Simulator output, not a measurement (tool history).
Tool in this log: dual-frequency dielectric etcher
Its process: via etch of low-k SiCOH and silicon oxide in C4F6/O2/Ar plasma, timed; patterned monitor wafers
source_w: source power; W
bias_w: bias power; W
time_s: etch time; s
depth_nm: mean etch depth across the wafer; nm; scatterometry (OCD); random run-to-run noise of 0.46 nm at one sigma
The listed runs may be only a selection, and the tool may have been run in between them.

run 1 hour=0 | source_w=260 bias_w=189 time_s=41 | depth_nm=86.579
run 2 hour=4.9 | source_w=260 bias_w=189 time_s=42.5 | depth_nm=90.22
run 3 hour=11.6 | source_w=240 bias_w=176 time_s=42 | depth_nm=83.607
run 4 hour=13.2 | source_w=240 bias_w=176 time_s=42.5 | depth_nm=84.056
run 5 hour=18 | source_w=240 bias_w=176 time_s=41 | depth_nm=81.756
run 6 hour=18.8 | source_w=230 bias_w=169 time_s=41 | depth_nm=79.396

Estimate the outcome of run 7 from the log above:
run 7 hour=22.1 | source_w=220 bias_w=162 time_s=41 | depth_nm=?

{"run 7": {"depth_nm": 75.802}}

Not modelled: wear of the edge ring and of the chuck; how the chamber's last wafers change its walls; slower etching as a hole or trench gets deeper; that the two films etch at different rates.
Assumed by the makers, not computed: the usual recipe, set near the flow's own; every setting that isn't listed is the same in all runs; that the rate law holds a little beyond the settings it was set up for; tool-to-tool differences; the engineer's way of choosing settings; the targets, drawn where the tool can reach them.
